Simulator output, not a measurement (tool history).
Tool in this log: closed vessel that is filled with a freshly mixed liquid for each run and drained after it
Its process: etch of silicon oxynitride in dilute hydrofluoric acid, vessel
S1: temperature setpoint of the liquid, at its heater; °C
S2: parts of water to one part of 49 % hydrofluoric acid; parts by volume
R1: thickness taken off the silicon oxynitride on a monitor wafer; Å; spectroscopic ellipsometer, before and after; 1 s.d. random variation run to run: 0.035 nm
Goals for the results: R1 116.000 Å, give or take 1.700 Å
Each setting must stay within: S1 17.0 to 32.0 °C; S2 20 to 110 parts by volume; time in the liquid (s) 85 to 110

Run 1, day 0.000: S1 24.0 °C, S2 60 parts by volume, time in the liquid (s) 110. Result: R1 66.734 Å.
Run 2, day 0.058: S1 25.5 °C, S2 60 parts by volume, time in the liquid (s) 110. Result: R1 71.754 Å.
Run 3, day 0.258: S1 26.5 °C, S2 60 parts by volume, time in the liquid (s) 110. Result: R1 74.745 Å.
Run 4, day 0.412: S1 24.5 °C, S2 60 parts by volume, time in the liquid (s) 110. Result: R1 68.425 Å.
Run 5, day 0.650: S1 24.5 °C, S2 60 parts by volume, time in the liquid (s) 110. Result: R1 68.801 Å.
Run 6, day 0.742: S1 26.0 °C, S2 60 parts by volume, time in the liquid (s) 110. Result: R1 73.549 Å.
Run 7, day 0.954: S1 27.0 °C, S2 60 parts by volume, time in the liquid (s) 110. Result: R1 77.441 Å.
Run 8, day 1.242: S1 28.0 °C, S2 60 parts by volume, time in the liquid (s) 110. Result: R1 80.729 Å.
Run 9, day 1.292: S1 29.0 °C, S2 60 parts by volume, time in the liquid (s) 110. Result: R1 84.560 Å.
Run 10, day 1.596: S1 29.5 °C, S2 60 parts by volume, time in the liquid (s) 110. Result: R1 87.118 Å.
Run 11, day 1.900: S1 30.0 °C, S2 60 parts by volume, time in the liquid (s) 110. Result: R1 88.704 Å.
At day 2.058: hydrofluoric acid flow meter replaced.
Run 12, day 2.058: S1 30.5 °C, S2 60 parts by volume, time in the liquid (s) 110. Result: R1 83.443 Å.
Run 13, day 2.342: S1 32.0 °C, S2 40 parts by volume, time in the liquid (s) 110. Result: R1 136.550 Å.
Run 14, day 2.417: S1 31.0 °C, S2 40 parts by volume, time in the liquid (s) 110. Result: R1 130.790 Å.
Run 15, day 2.646: S1 30.5 °C, S2 40 parts by volume, time in the liquid (s) 110. Result: R1 127.600 Å.
Run 16, day 2.725: S1 28.0 °C, S2 40 parts by volume, time in the liquid (s) 110. Result: R1 113.480 Å.

Pick the move, out of 4, that brings all results within their allowed miss; only one does.
Run A, day 2.804: S1 31.5 °C, S2 45 parts by volume, time in the liquid (s) 105. Result: R1 ?.
Run B, day 2.804: S1 25.5 °C, S2 35 parts by volume, time in the liquid (s) 110. Result: R1 ?.
Run C, day 2.804: S1 30.5 °C, S2 45 parts by volume, time in the liquid (s) 110. Result: R1 ?.
Run D, day 2.804: S1 27.0 °C, S2 35 parts by volume, time in the liquid (s) 100. Result: R1 ?.

move       R1
   A  112.460
   B  114.970
   C  112.470
   D  112.410
A: lands further from the targets than the last run did
B: in spec on every target
C: lands further from the targets than the last run did
D: lands further from the targets than the last run did
Move B is the one to make.
